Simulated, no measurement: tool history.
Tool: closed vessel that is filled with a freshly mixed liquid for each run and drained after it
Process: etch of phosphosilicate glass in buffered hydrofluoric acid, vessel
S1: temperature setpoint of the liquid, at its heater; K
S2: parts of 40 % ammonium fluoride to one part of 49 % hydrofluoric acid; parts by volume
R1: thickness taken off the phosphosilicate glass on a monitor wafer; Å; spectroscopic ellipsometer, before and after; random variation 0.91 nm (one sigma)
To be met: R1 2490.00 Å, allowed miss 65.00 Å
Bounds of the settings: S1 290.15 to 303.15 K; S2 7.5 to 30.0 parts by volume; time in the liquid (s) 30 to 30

{"run": 1, "hour": 0.0, "S1": 295.15, "S2": 21.0, "time in the liquid (s)": 30, "R1": 927.44}
{"run": 2, "hour": 1.7, "S1": 295.15, "S2": 24.5, "time in the liquid (s)": 30, "R1": 832.8}
{"run": 3, "hour": 4.1, "S1": 295.15, "S2": 21.5, "time in the liquid (s)": 30, "R1": 910.29}
{"run": 4, "hour": 5.8, "S1": 295.15, "S2": 27.0, "time in the liquid (s)": 30, "R1": 779.85}
{"hour": 8.3, "done": "thermometer replaced"}
{"run": 5, "hour": 8.3, "S1": 295.15, "S2": 23.0, "time in the liquid (s)": 30, "R1": 988.19}
{"run": 6, "hour": 11.8, "S1": 295.15, "S2": 23.0, "time in the liquid (s)": 30, "R1": 995.13}
{"run": 7, "hour": 16.6, "S1": 296.15, "S2": 21.0, "time in the liquid (s)": 30, "R1": 1115.2}
{"run": 8, "hour": 23.7, "S1": 297.15, "S2": 21.0, "time in the liquid (s)": 30, "R1": 1181.4}
{"run": 9, "hour": 31.0, "S1": 298.15, "S2": 20.0, "time in the liquid (s)": 30, "R1": 1289.8}
{"run": 10, "hour": 33.3, "S1": 298.65, "S2": 19.0, "time in the liquid (s)": 30, "R1": 1398.9}
{"run": 11, "hour": 42.3, "S1": 302.65, "S2": 12.0, "time in the liquid (s)": 30, "R1": 2702.9}
{"run": 12, "hour": 46.0, "S1": 302.15, "S2": 12.0, "time in the liquid (s)": 30, "R1": 2639.7}
{"run": 13, "hour": 48.9, "S1": 301.65, "S2": 12.0, "time in the liquid (s)": 30, "R1": 2575.2}

Which of these 4 next moves meets every target?
{"run": "A", "hour": 51.8, "S1": 303.15, "S2": 12.5, "time in the liquid (s)": 30, "R1": "?"}
{"run": "B", "hour": 51.8, "S1": 302.15, "S2": 12.0, "time in the liquid (s)": 30, "R1": "?"}
{"run": "C", "hour": 51.8, "S1": 299.65, "S2": 10.0, "time in the liquid (s)": 30, "R1": "?"}
{"run": "D", "hour": 51.8, "S1": 301.65, "S2": 12.5, "time in the liquid (s)": 30, "R1": "?"}

move=A R1=2663.70
move=B R1=2629.80
move=C R1=2749.40
move=D R1=2461.10
A: further off than the last run
B: further off than the last run
C: further off than the last run
D: meets every target
The right move is D.
